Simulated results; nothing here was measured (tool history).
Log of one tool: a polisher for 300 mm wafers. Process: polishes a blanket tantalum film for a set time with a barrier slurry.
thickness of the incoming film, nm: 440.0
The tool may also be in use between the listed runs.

run	hour	flow of slurry (ml/min)	pressure of the wafer on the pad (psi)	speed of the pad under the wafer (m/s)	abrasive content of the slurry	polishing time (s)	film removed (angstrom)
1	0.0	170	2.3	0.88	1.0	87	1240.30
2	5.2	130	2.3	0.88	1.0	87	1194.20
3	13.8	115	2.3	0.88	1.0	87	1184.40
4	17.4	115	2.0	0.88	1.0	87	1017.30
5	25.9	110	1.9	0.88	1.0	87	967.80
6	28.3	150	1.9	0.88	1.0	87	1013.10
7	36.5	150	1.9	0.88	1.0	87	1010.30
8	39.0	150	1.9	0.88	1.0	87	1025.90
9	45.6	145	1.9	0.88	1.0	87	998.32
10	52.3	140	1.9	0.88	1.0	87	1014.50
11	57.6	135	1.9	0.88	1.0	87	993.71

Forecast run 12:
12	65.6	130	1.9	0.88	1.0	87	?

{"run 12": {"film removed (angstrom)": 996.43}}
